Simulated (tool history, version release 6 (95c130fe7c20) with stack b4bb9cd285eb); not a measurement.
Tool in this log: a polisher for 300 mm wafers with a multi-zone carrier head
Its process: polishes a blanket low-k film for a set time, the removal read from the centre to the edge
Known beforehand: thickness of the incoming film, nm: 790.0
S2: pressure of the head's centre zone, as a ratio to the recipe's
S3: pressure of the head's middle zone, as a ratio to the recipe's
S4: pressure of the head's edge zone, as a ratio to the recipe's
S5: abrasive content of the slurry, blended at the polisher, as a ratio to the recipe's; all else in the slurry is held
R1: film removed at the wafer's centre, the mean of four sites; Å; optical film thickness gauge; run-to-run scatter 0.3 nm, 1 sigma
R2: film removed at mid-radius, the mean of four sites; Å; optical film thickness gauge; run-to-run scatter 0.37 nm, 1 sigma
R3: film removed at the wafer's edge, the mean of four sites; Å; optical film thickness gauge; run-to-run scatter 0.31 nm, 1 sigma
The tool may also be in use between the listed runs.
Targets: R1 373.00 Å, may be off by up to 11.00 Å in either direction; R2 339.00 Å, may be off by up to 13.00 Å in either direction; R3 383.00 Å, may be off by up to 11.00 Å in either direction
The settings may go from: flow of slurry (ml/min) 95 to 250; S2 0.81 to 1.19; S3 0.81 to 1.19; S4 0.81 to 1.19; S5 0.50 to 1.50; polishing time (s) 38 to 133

run 1 hour=0.0 | flow_of_slurry_(ml/min)=160 S2=1.00 S3=1.00 S4=1.00 S5=1.00 polishing_time_(s)=85 | R1=251.97 R2=237.84 R3=255.68
run 2 hour=4.6 | flow_of_slurry_(ml/min)=170 S2=1.02 S3=1.01 S4=1.05 S5=1.15 polishing_time_(s)=87 | R1=284.93 R2=272.50 R3=292.97
run 3 hour=12.8 | flow_of_slurry_(ml/min)=195 S2=1.02 S3=1.01 S4=1.05 S5=1.15 polishing_time_(s)=87 | R1=291.90 R2=277.82 R3=293.23
run 4 hour=13.6 | flow_of_slurry_(ml/min)=195 S2=1.02 S3=1.01 S4=1.05 S5=1.15 polishing_time_(s)=73 | R1=241.05 R2=234.74 R3=244.76
run 5 hour=18.7 | flow_of_slurry_(ml/min)=195 S2=0.95 S3=1.01 S4=1.05 S5=1.15 polishing_time_(s)=73 | R1=224.39 R2=230.92 R3=245.08
run 6 hour=26.7 | flow_of_slurry_(ml/min)=195 S2=0.95 S3=1.01 S4=0.97 S5=1.15 polishing_time_(s)=73 | R1=224.29 R2=228.66 R3=239.52
run 7 hour=28.0 | flow_of_slurry_(ml/min)=195 S2=0.95 S3=1.01 S4=0.97 S5=1.15 polishing_time_(s)=73 | R1=225.71 R2=231.17 R3=241.95
run 8 hour=33.0 | flow_of_slurry_(ml/min)=185 S2=0.97 S3=0.99 S4=0.98 S5=1.25 polishing_time_(s)=80 | R1=261.19 R2=256.09 R3=267.99
run 9 hour=34.3 | flow_of_slurry_(ml/min)=180 S2=0.98 S3=0.97 S4=1.03 S5=1.35 polishing_time_(s)=86 | R1=291.31 R2=281.69 R3=308.07
run 10 hour=36.6 | flow_of_slurry_(ml/min)=180 S2=1.00 S3=0.97 S4=1.06 S5=1.40 polishing_time_(s)=89 | R1=314.53 R2=289.65 R3=329.06
run 11 hour=43.2 | flow_of_slurry_(ml/min)=180 S2=1.00 S3=0.97 S4=1.06 S5=1.40 polishing_time_(s)=89 | R1=310.21 R2=290.47 R3=323.72
run 12 hour=47.7 | flow_of_slurry_(ml/min)=180 S2=1.01 S3=0.98 S4=1.09 S5=1.45 polishing_time_(s)=91 | R1=329.81 R2=310.27 R3=343.67
run 13 hour=53.7 | flow_of_slurry_(ml/min)=225 S2=1.05 S3=0.98 S4=1.19 S5=1.50 polishing_time_(s)=91 | R1=358.58 R2=321.33 R3=368.07
run 14 hour=55.4 | flow_of_slurry_(ml/min)=225 S2=1.05 S3=0.98 S4=1.19 S5=1.50 polishing_time_(s)=92 | R1=361.01 R2=322.61 R3=372.80

Next run, 5 choices. One meets every target within its allowed miss, the rest don't. Which?
run A hour=57.1 | flow_of_slurry_(ml/min)=240 S2=1.02 S3=0.96 S4=1.12 S5=1.15 polishing_time_(s)=107 | R1=? R2=? R3=?
run B hour=57.1 | flow_of_slurry_(ml/min)=170 S2=1.12 S3=0.99 S4=1.15 S5=1.50 polishing_time_(s)=98 | R1=? R2=? R3=?
run C hour=57.1 | flow_of_slurry_(ml/min)=205 S2=0.94 S3=0.81 S4=1.19 S5=1.50 polishing_time_(s)=99 | R1=? R2=? R3=?
run D hour=57.1 | flow_of_slurry_(ml/min)=250 S2=1.12 S3=0.97 S4=1.14 S5=1.45 polishing_time_(s)=96 | R1=? R2=? R3=?
run E hour=57.1 | flow_of_slurry_(ml/min)=180 S2=1.03 S3=0.91 S4=1.19 S5=1.50 polishing_time_(s)=97 | R1=? R2=? R3=?

move=A R1=368.49 R2=334.00 R3=379.97
move=B R1=391.64 R2=333.19 R3=379.29
move=C R1=341.75 R2=293.98 R3=398.32
move=D R1=402.44 R2=334.44 R3=380.02
move=E R1=359.64 R2=310.46 R3=384.45
A: each result inside its tolerance
B: puts the biggest miss on target and leaves a different result outside tolerance
C: misses by more than the last run did
D: puts the biggest miss on target and leaves a different result outside tolerance
E: misses by more than the last run did
Move A is the one to make.
